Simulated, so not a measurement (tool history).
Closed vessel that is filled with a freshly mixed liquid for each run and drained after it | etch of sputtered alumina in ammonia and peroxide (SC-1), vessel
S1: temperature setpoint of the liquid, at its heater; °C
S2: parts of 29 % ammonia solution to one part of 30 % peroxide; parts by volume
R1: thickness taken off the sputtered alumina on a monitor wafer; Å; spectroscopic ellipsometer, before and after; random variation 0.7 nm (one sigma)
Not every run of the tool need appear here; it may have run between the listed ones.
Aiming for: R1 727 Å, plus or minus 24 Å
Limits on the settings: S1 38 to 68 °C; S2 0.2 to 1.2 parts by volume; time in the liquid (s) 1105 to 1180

run 1 hour=0 | S1=52 S2=0.9 time_in_the_liquid_(s)=1105 | R1=512.34
run 2 hour=1 | S1=52 S2=0.9 time_in_the_liquid_(s)=1105 | R1=510.05
run 3 hour=9.8 | S1=52 S2=0.9 time_in_the_liquid_(s)=1105 | R1=513.62
run 4 hour=13.8 | S1=45.5 S2=0.9 time_in_the_liquid_(s)=1105 | R1=355.07
run 5 hour=17.4 | S1=49.5 S2=0.9 time_in_the_liquid_(s)=1105 | R1=437.34
run 6 hour=20.3 | S1=49.5 S2=0.65 time_in_the_liquid_(s)=1105 | R1=434.72
run 7 hour=29 | S1=52.5 S2=0.65 time_in_the_liquid_(s)=1105 | R1=518.54
run 8 hour=31.3 | S1=54.5 S2=0.65 time_in_the_liquid_(s)=1105 | R1=553.37
run 9 hour=34.4 | S1=56 S2=0.65 time_in_the_liquid_(s)=1105 | R1=615.26

Which one of the following 4 next-run settings gets every result inside its allowed miss? There is exactly one.
run A hour=37.5 | S1=60 S2=0.65 time_in_the_liquid_(s)=1170 | R1=?
run B hour=37.5 | S1=58 S2=0.6 time_in_the_liquid_(s)=1130 | R1=?
run C hour=37.5 | S1=54 S2=0.75 time_in_the_liquid_(s)=1105 | R1=?
run D hour=37.5 | S1=57.5 S2=0.9 time_in_the_liquid_(s)=1180 | R1=?

move=A R1=806.49
move=B R1=697.12
move=C R1=563.8
move=D R1=736.99
A: the result that was furthest off in the last run now lies on the other side of its target
B: moves toward the targets from the last run without getting all of them in spec
C: the biggest miss grows against the last run
D: meets every target
Move D is the one to make.

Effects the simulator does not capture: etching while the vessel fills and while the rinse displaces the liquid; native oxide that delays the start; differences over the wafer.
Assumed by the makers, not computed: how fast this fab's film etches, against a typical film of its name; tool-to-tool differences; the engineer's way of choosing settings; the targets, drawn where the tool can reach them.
